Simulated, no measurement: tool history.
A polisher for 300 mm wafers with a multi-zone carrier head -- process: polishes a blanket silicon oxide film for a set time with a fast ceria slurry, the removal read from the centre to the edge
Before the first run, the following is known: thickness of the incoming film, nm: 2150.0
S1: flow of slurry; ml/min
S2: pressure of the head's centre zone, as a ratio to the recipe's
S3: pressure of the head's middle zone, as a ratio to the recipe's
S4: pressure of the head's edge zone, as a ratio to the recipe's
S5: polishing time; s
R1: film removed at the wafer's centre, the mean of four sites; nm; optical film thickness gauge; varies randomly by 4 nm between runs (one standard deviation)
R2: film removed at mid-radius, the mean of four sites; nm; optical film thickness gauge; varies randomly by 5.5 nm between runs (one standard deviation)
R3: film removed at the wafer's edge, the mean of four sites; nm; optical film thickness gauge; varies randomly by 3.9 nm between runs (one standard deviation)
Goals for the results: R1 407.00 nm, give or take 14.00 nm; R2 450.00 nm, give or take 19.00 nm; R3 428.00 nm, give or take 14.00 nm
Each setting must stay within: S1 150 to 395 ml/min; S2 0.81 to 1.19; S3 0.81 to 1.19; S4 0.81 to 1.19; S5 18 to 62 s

{"run": 1, "hour": 0.0, "S1": 250, "S2": 1.0, "S3": 1.0, "S4": 1.0, "S5": 40, "R1": 679.83, "R2": 655.83, "R3": 673.19}
{"run": 2, "hour": 7.0, "S1": 250, "S2": 0.94, "S3": 1.0, "S4": 1.0, "S5": 40, "R1": 643.58, "R2": 639.65, "R3": 681.83}
{"run": 3, "hour": 11.6, "S1": 250, "S2": 0.94, "S3": 1.0, "S4": 1.0, "S5": 44, "R1": 696.28, "R2": 729.88, "R3": 755.45}
{"run": 4, "hour": 16.5, "S1": 250, "S2": 0.94, "S3": 1.0, "S4": 1.0, "S5": 36, "R1": 570.59, "R2": 605.51, "R3": 608.3}
{"run": 5, "hour": 20.3, "S1": 250, "S2": 0.94, "S3": 1.06, "S4": 1.0, "S5": 36, "R1": 559.48, "R2": 622.65, "R3": 608.0}
{"run": 6, "hour": 23.4, "S1": 250, "S2": 0.94, "S3": 1.06, "S4": 1.0, "S5": 27, "R1": 429.61, "R2": 460.35, "R3": 454.99}
{"run": 7, "hour": 30.6, "S1": 240, "S2": 0.94, "S3": 1.06, "S4": 0.98, "S5": 27, "R1": 432.45, "R2": 454.4, "R3": 448.22}
{"run": 8, "hour": 35.5, "S1": 220, "S2": 0.89, "S3": 1.09, "S4": 0.93, "S5": 26, "R1": 385.02, "R2": 449.7, "R3": 423.63}
{"run": 9, "hour": 38.5, "S1": 225, "S2": 0.9, "S3": 1.09, "S4": 0.93, "S5": 26, "R1": 388.72, "R2": 454.01, "R3": 427.15}

Consider the 4 candidate settings below. Which is the only one whose results all fall within their allowed miss of target?
{"run": "A", "hour": 41.5, "S1": 230, "S2": 0.84, "S3": 1.13, "S4": 0.96, "S5": 26, "R1": "?", "R2": "?", "R3": "?"}
{"run": "B", "hour": 41.5, "S1": 335, "S2": 0.93, "S3": 1.07, "S4": 0.97, "S5": 25, "R1": "?", "R2": "?", "R3": "?"}
{"run": "C", "hour": 41.5, "S1": 265, "S2": 0.96, "S3": 1.01, "S4": 0.99, "S5": 27, "R1": "?", "R2": "?", "R3": "?"}
{"run": "D", "hour": 41.5, "S1": 275, "S2": 0.93, "S3": 0.95, "S4": 1.09, "S5": 26, "R1": "?", "R2": "?", "R3": "?"}

move=A R1=366.82 R2=473.85 R3=427.77
move=B R1=404.12 R2=448.07 R3=423.11
move=C R1=441.40 R2=452.40 R3=455.10
move=D R1=412.88 R2=415.09 R3=459.22
A: lands further from the targets than the last run did
B: hits every target within its allowed miss
C: pushes the last run's worst result past its target
D: puts the biggest miss on target and leaves a different result outside tolerance
The move that meets every target is B.
